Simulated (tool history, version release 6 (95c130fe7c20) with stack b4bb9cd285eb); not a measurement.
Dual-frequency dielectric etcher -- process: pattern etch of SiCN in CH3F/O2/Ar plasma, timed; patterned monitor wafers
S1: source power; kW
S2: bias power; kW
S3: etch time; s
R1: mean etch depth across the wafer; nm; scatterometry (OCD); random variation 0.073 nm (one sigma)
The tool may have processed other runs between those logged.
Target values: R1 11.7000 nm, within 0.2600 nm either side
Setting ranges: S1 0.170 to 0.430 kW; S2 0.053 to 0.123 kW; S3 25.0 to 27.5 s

run,hour,S1,S2,S3,R1
1,0.0,0.300,0.088,27.5,10.0240
2,8.0,0.300,0.088,27.5,10.0360
3,12.3,0.350,0.088,27.5,10.5980
4,13.5,0.350,0.073,27.5,9.8556
5,18.6,0.360,0.076,27.5,10.0100
6,25.6,0.400,0.076,27.5,10.3000
7,27.0,0.410,0.080,27.5,10.6980
8,29.1,0.410,0.082,27.5,10.7930
9,37.4,0.410,0.082,27.5,10.8050
10,44.9,0.410,0.084,27.5,10.8930
11,48.0,0.410,0.084,27.5,10.8270

Which of these 5 next moves meets every target?
A,51.1,0.370,0.083,25.5,?
B,51.1,0.390,0.091,26.0,?
C,51.1,0.400,0.085,27.0,?
D,51.1,0.390,0.082,26.0,?
E,51.1,0.430,0.099,27.0,?

move,R1
A,9.6172
B,10.4120
C,10.5690
D,9.9256
E,11.6130
A: lands further from the targets than the last run did
B: lands further from the targets than the last run did
C: lands further from the targets than the last run did
D: lands further from the targets than the last run did
E: hits every target within its allowed miss
Go with E: it meets all targets.

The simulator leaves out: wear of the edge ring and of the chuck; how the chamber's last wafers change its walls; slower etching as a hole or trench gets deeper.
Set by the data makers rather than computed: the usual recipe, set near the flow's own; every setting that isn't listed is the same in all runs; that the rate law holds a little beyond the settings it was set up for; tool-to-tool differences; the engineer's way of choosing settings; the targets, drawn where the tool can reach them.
